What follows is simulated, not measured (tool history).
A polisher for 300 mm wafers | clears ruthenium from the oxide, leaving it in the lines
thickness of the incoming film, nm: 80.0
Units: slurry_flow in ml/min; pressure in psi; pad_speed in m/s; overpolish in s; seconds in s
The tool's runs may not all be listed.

{"run": 1, "hour": 0.0, "slurry_flow": 265, "pressure": 1.7, "pad_speed": 1.1, "overpolish": 3, "seconds": 61.045}
{"run": 2, "hour": 8.6, "slurry_flow": 265, "pressure": 2.1, "pad_speed": 1.1, "overpolish": 3, "seconds": 50.339}
{"run": 3, "hour": 16.0, "slurry_flow": 265, "pressure": 2.1, "pad_speed": 1.24, "overpolish": 3, "seconds": 45.311}
{"run": 4, "hour": 16.7, "slurry_flow": 265, "pressure": 2.2, "pad_speed": 1.24, "overpolish": 3, "seconds": 43.573}
{"run": 5, "hour": 17.4, "slurry_flow": 265, "pressure": 2.2, "pad_speed": 1.1, "overpolish": 3, "seconds": 47.09}
{"run": 6, "hour": 20.0, "slurry_flow": 240, "pressure": 2.2, "pad_speed": 1.1, "overpolish": 3, "seconds": 48.568}
{"run": 7, "hour": 23.8, "slurry_flow": 250, "pressure": 2.3, "pad_speed": 1.12, "overpolish": 3, "seconds": 44.866}
{"run": 8, "hour": 25.0, "slurry_flow": 250, "pressure": 2.7, "pad_speed": 1.18, "overpolish": 3, "seconds": 36.604}

Run 9 comes next. What will it give?
{"run": 9, "hour": 30.4, "slurry_flow": 250, "pressure": 2.7, "pad_speed": 1.2, "overpolish": 3, "seconds": "?"}

Run 9 gave seconds 36.642 s.
